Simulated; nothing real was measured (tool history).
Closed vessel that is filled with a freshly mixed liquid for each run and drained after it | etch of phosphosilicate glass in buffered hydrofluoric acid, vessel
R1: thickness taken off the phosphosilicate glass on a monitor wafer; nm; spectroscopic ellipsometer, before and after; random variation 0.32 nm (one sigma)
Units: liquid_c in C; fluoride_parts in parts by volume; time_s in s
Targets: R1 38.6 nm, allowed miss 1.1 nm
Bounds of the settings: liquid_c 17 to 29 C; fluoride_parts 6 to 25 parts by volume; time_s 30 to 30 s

run 1 hour=0 | liquid_c=21 fluoride_parts=15.5 time_s=30 | R1=48.42
run 2 hour=7.1 | liquid_c=24 fluoride_parts=15.5 time_s=30 | R1=57.043
run 3 hour=9.8 | liquid_c=22 fluoride_parts=15.5 time_s=30 | R1=52.164
run 4 hour=17.5 | liquid_c=20.5 fluoride_parts=15.5 time_s=30 | R1=46.766
run 5 hour=25.1 | liquid_c=20.5 fluoride_parts=11.5 time_s=30 | R1=62.61
run 6 hour=29.2 | liquid_c=18.5 fluoride_parts=11.5 time_s=30 | R1=55.91
run 7 hour=36 | liquid_c=18 fluoride_parts=12.5 time_s=30 | R1=50.433
run 8 hour=43.7 | liquid_c=17.5 fluoride_parts=13.5 time_s=30 | R1=46.336
run 9 hour=52.3 | liquid_c=17.5 fluoride_parts=14 time_s=30 | R1=43.652
run 10 hour=56 | liquid_c=17.5 fluoride_parts=14 time_s=30 | R1=43.332

Which of these 4 next moves meets every target?
run A hour=59.7 | liquid_c=17 fluoride_parts=14 time_s=30 | R1=?
run B hour=59.7 | liquid_c=17 fluoride_parts=16.5 time_s=30 | R1=?
run C hour=59.7 | liquid_c=17 fluoride_parts=15.5 time_s=30 | R1=?
run D hour=59.7 | liquid_c=17.5 fluoride_parts=15 time_s=30 | R1=?

move=A R1=42.227
move=B R1=35.918
move=C R1=38.202
move=D R1=40.611
A: nearer than the last run, and not there yet
B: takes the result that was furthest off past its target
C: meets every target
D: nearer than the last run, and not there yet
The right move is C.
